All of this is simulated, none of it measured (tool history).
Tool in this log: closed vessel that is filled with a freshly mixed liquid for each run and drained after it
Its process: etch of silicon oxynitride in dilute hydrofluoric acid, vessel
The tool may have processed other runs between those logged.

run,hour,temperature setpoint of the liquid (C),parts of water to one part of 49 % hydrofluoric acid (parts by volume),time in the liquid (s),thickness taken off the silicon oxynitride on a monitor wafer (nm)
1,0.0,21.0,165,970,14.000
2,8.0,21.0,165,970,14.024
3,11.3,17.5,165,970,11.827
4,13.1,20.0,150,970,14.839
# hour 18.9: thermometer replaced
5,18.9,22.0,140,970,19.229
6,21.9,23.5,140,970,20.681
7,27.7,24.5,140,970,21.687
8,28.2,25.5,140,970,22.623
9,29.1,26.5,135,970,24.622

Estimate the outcome of run 10 from the log above:
10,31.8,27.0,135,970,?

{"run 10": {"thickness taken off the silicon oxynitride on a monitor wafer (nm)": 25.236}}
